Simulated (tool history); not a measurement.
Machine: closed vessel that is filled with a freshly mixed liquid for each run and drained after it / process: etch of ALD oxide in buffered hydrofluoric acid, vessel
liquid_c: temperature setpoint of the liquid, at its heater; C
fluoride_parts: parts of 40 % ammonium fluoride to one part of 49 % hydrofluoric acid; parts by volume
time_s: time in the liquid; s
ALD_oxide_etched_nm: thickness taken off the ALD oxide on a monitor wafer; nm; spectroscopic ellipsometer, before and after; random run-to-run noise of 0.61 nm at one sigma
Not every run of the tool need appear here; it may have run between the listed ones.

run 1 hour=0.0 | liquid_c=24.0 fluoride_parts=11.5 time_s=30 | ALD_oxide_etched_nm=36.929
run 2 hour=2.3 | liquid_c=24.0 fluoride_parts=11.5 time_s=30 | ALD_oxide_etched_nm=37.050
run 3 hour=9.2 | liquid_c=24.0 fluoride_parts=9.0 time_s=30 | ALD_oxide_etched_nm=45.865
run 4 hour=17.7 | liquid_c=24.0 fluoride_parts=7.5 time_s=30 | ALD_oxide_etched_nm=53.808
run 5 hour=22.8 | liquid_c=24.0 fluoride_parts=7.5 time_s=30 | ALD_oxide_etched_nm=55.000
run 6 hour=25.7 | liquid_c=24.0 fluoride_parts=7.5 time_s=30 | ALD_oxide_etched_nm=53.782
run 7 hour=33.1 | liquid_c=26.5 fluoride_parts=7.5 time_s=30 | ALD_oxide_etched_nm=62.416
run 8 hour=36.9 | liquid_c=28.0 fluoride_parts=7.5 time_s=30 | ALD_oxide_etched_nm=67.617
run 9 hour=40.9 | liquid_c=29.0 fluoride_parts=7.5 time_s=30 | ALD_oxide_etched_nm=70.838

Estimate the outcome of run 10 from the log above:
run 10 hour=49.3 | liquid_c=30.0 fluoride_parts=7.5 time_s=30 | ALD_oxide_etched_nm=?

Logged for run 10: ALD_oxide_etched_nm 74.867 nm.
